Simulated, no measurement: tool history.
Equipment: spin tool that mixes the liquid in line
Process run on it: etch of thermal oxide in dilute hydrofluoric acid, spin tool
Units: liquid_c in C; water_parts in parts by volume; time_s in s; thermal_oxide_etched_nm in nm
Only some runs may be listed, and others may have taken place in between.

| run | hour | liquid_c | water_parts | time_s | thermal_oxide_etched_nm |
|---|---|---|---|---|---|
| 1 | 0 | 23 | 145 | 330 | 9.1061 |
| 2 | 6.7 | 21.5 | 145 | 330 | 8.6417 |
| 3 | 10.4 | 21.5 | 170 | 330 | 7.1499 |
| 4 | 17.9 | 21.5 | 170 | 350 | 7.496 |
| 5 | 18.4 | 21.5 | 150 | 350 | 8.8095 |
| 6 | 20 | 21.5 | 150 | 350 | 8.734 |
| 7 | 20.6 | 20.5 | 150 | 350 | 8.3871 |

Run 8 has not been measured yet. What should we expect?
| 8 | 26.7 | 20.5 | 150 | 350 | ? |

thermal_oxide_etched_nm: 8.4341 nm
